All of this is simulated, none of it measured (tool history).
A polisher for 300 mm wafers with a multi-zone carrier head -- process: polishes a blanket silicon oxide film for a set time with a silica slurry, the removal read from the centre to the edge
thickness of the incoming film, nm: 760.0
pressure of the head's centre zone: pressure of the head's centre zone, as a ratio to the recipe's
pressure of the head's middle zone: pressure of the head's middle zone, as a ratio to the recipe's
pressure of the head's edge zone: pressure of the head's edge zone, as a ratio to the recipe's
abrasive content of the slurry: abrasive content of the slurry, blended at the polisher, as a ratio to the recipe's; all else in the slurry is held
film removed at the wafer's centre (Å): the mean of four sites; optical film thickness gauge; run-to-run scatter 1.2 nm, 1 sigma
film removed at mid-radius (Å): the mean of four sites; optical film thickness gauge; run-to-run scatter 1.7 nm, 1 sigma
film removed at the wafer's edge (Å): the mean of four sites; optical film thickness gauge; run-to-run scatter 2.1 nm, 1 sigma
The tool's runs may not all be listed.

run  hour  flow of slurry (ml/min)  pressure of the head's centre zone  pressure of the head's middle zone  pressure of the head's edge zone  abrasive content of the slurry  polishing time (s)  film removed at the wafer's centre (Å)  film removed at mid-radius (Å)  film removed at the wafer's edge (Å)
  1   0.0                      245                                1.00                                1.00                              1.00                            1.00                  74                                  1787.6                          1688.6                                1739.0
  2   3.0                      245                                1.00                                1.00                              1.00                            0.90                  74                                  1702.2                          1633.0                                1714.1
  3   7.8                      245                                1.00                                0.92                              1.00                            0.90                  74                                  1704.5                          1539.2                                1687.8
  4  13.6                      245                                0.98                                0.94                              0.97                            0.85                  74                                  1586.8                          1520.4                                1629.0
  5  22.2                      245                                0.98                                0.87                              0.97                            0.85                  74                                  1615.7                          1409.6                                1627.3
  6  30.7                      245                                0.98                                0.81                              0.97                            0.85                  74                                  1621.9                          1343.5                                1578.1

Expected results for the next run?
  7  37.0                      250                                0.98                                0.85                              0.95                            0.80                  74                                       ?                               ?                                     ?

{"run 7": {"film removed at the wafer's centre (Å)": 1598.2, "film removed at mid-radius (Å)": 1359.3, "film removed at the wafer's edge (Å)": 1548.1}}
